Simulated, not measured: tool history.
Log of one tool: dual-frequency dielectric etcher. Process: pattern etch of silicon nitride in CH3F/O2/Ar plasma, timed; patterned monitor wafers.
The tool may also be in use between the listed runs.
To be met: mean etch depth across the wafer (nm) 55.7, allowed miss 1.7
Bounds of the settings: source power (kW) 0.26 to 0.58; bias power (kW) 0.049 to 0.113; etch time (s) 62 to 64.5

| run | day | source power (kW) | bias power (kW) | etch time (s) | mean etch depth across the wafer (nm) |
|---|---|---|---|---|---|
| 1 | 0 | 0.42 | 0.081 | 62 | 48.215 |
| 2 | 0.1 | 0.42 | 0.081 | 62 | 48.246 |
| 3 | 0.446 | 0.42 | 0.09 | 62 | 49.854 |
| 4 | 0.608 | 0.42 | 0.079 | 62 | 47.475 |
| 5 | 0.842 | 0.42 | 0.093 | 62 | 50.644 |
| 6 | 0.938 | 0.43 | 0.094 | 62 | 50.852 |
| 7 | 1.125 | 0.44 | 0.095 | 62 | 52.34 |
| 8 | 1.292 | 0.46 | 0.097 | 62 | 53.329 |

5 next moves are on the table. One of them brings every result within its allowed miss. Which?
| A | 1.458 | 0.51 | 0.113 | 64 | ? |
| B | 1.458 | 0.51 | 0.109 | 63.5 | ? |
| C | 1.458 | 0.47 | 0.094 | 64.5 | ? |
| D | 1.458 | 0.54 | 0.097 | 64.5 | ? |
| E | 1.458 | 0.56 | 0.105 | 62 | ? |

| move | mean etch depth across the wafer (nm) |
|---|---|
| A | 60.184 |
| B | 58.928 |
| C | 54.977 |
| D | 58.652 |
| E | 58.823 |
A: takes the result that was furthest off past its target
B: takes the result that was furthest off past its target
C: meets every target
D: takes the result that was furthest off past its target
E: takes the result that was furthest off past its target
The right move is C.
